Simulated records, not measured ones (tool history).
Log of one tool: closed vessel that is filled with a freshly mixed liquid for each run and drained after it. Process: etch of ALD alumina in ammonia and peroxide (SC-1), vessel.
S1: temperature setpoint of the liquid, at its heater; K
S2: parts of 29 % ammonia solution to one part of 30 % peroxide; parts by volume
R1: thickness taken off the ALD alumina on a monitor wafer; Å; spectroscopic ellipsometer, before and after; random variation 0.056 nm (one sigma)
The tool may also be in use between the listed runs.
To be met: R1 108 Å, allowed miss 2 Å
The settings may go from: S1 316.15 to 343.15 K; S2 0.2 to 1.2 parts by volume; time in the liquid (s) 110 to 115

run 1 hour=0 | S1=332.15 S2=0.8 time_in_the_liquid_(s)=110 | R1=64.161
run 2 hour=8.9 | S1=335.65 S2=0.8 time_in_the_liquid_(s)=110 | R1=76.788
run 3 hour=13.1 | S1=335.65 S2=0.65 time_in_the_liquid_(s)=110 | R1=74.853
run 4 hour=18.8 | S1=335.65 S2=0.5 time_in_the_liquid_(s)=110 | R1=72.725
run 5 hour=23.7 | S1=335.65 S2=0.5 time_in_the_liquid_(s)=110 | R1=73.946
run 6 hour=27.4 | S1=336.65 S2=0.5 time_in_the_liquid_(s)=110 | R1=76.441
run 7 hour=32.8 | S1=337.15 S2=0.5 time_in_the_liquid_(s)=110 | R1=78.611
run 8 hour=36.5 | S1=337.65 S2=0.5 time_in_the_liquid_(s)=110 | R1=80.776
run 9 hour=44.8 | S1=337.65 S2=0.5 time_in_the_liquid_(s)=110 | R1=80.287
-- hour=47.6 new drum of ammonia solution connected
run 10 hour=47.6 | S1=338.15 S2=0.5 time_in_the_liquid_(s)=110 | R1=83.621
run 11 hour=51.3 | S1=338.65 S2=0.5 time_in_the_liquid_(s)=110 | R1=85.765
run 12 hour=53.3 | S1=339.15 S2=0.5 time_in_the_liquid_(s)=110 | R1=87.427
run 13 hour=56.4 | S1=339.65 S2=0.5 time_in_the_liquid_(s)=110 | R1=89.698
run 14 hour=59.2 | S1=340.15 S2=0.5 time_in_the_liquid_(s)=110 | R1=92.21
run 15 hour=60.4 | S1=340.65 S2=0.5 time_in_the_liquid_(s)=110 | R1=93.785
run 16 hour=68.2 | S1=341.15 S2=0.5 time_in_the_liquid_(s)=110 | R1=96.921
run 17 hour=73.3 | S1=342.15 S2=0.5 time_in_the_liquid_(s)=110 | R1=101.48

5 next moves are on the table. One of them brings every result within its allowed miss. Which?
run A hour=78.4 | S1=339.65 S2=0.45 time_in_the_liquid_(s)=110 | R1=?
run B hour=78.4 | S1=342.15 S2=0.3 time_in_the_liquid_(s)=110 | R1=?
run C hour=78.4 | S1=342.15 S2=0.2 time_in_the_liquid_(s)=115 | R1=?
run D hour=78.4 | S1=341.65 S2=0.85 time_in_the_liquid_(s)=115 | R1=?
run E hour=78.4 | S1=343.15 S2=0.5 time_in_the_liquid_(s)=115 | R1=?

move=A R1=88.309
move=B R1=96.009
move=C R1=96.603
move=D R1=108.06
move=E R1=110.51
A: further off than the last run
B: further off than the last run
C: further off than the last run
D: meets every target
E: takes the result that was furthest off past its target
The right move is D.
